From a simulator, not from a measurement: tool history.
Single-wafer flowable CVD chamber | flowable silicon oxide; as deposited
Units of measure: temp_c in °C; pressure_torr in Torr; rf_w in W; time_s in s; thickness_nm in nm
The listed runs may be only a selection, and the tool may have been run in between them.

run,hour,temp_c,pressure_torr,rf_w,time_s,thickness_nm
1,0.0,100,0.945,1825,353,309.54
2,4.8,100,0.945,1825,353,311.28
3,8.9,108,0.933,1825,353,227.74
4,16.7,108,0.933,1600,353,211.96
5,24.2,104,0.933,1600,353,249.22
6,32.2,104,0.933,1600,353,249.13
7,39.3,116,0.926,1600,353,156.99
8,41.1,117,0.926,1600,353,151.69

Predict the results of run 9:
9,47.7,118,0.926,1600,353,?

Run 9 came out at thickness_nm 146.65 nm.

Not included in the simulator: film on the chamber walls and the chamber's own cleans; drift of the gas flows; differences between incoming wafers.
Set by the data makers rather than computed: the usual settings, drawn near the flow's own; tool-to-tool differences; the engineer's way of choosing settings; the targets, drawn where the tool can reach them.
